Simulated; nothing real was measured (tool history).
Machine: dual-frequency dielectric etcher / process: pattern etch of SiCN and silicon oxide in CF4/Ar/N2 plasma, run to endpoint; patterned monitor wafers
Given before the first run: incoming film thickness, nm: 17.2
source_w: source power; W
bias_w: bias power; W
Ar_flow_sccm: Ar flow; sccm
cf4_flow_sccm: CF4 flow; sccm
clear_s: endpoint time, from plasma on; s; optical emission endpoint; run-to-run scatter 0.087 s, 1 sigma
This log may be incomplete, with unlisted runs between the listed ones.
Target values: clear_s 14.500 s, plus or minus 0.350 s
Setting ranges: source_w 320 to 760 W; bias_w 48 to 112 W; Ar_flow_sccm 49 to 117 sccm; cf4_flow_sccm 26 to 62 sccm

| run | hour | source_w | bias_w | Ar_flow_sccm | cf4_flow_sccm | clear_s |
|---|---|---|---|---|---|---|
| 1 | 0.0 | 540 | 80 | 83 | 44 | 15.938 |
| 2 | 3.0 | 540 | 85 | 83 | 44 | 15.620 |
| 3 | 4.7 | 550 | 85 | 83 | 44 | 15.390 |
| 4 | 8.4 | 510 | 85 | 83 | 44 | 16.347 |
| 5 | 13.5 | 520 | 85 | 83 | 44 | 16.049 |
| 6 | 16.3 | 530 | 85 | 83 | 44 | 15.844 |
| 7 | 18.6 | 540 | 85 | 83 | 44 | 15.591 |
| 8 | 27.0 | 550 | 85 | 83 | 44 | 15.515 |
| 9 | 28.9 | 560 | 85 | 83 | 44 | 15.311 |
| 10 | 37.8 | 570 | 85 | 83 | 44 | 15.110 |

Below are 5 possible settings for the next run. Only one of them brings all results inside the allowed miss of their targets. Which is it?
| A | 46.7 | 560 | 98 | 76 | 38 | ? |
| B | 46.7 | 590 | 79 | 65 | 33 | ? |
| C | 46.7 | 610 | 87 | 66 | 52 | ? |
| D | 46.7 | 560 | 85 | 88 | 42 | ? |
| E | 46.7 | 710 | 78 | 89 | 43 | ? |

| move | clear_s |
|---|---|
| A | 14.499 |
| B | 15.243 |
| C | 13.517 |
| D | 15.431 |
| E | 13.428 |
A: each result inside its tolerance
B: the biggest miss grows against the last run
C: takes the biggest miss from the last run beyond its target
D: the biggest miss grows against the last run
E: takes the biggest miss from the last run beyond its target
Move A is the one to make.

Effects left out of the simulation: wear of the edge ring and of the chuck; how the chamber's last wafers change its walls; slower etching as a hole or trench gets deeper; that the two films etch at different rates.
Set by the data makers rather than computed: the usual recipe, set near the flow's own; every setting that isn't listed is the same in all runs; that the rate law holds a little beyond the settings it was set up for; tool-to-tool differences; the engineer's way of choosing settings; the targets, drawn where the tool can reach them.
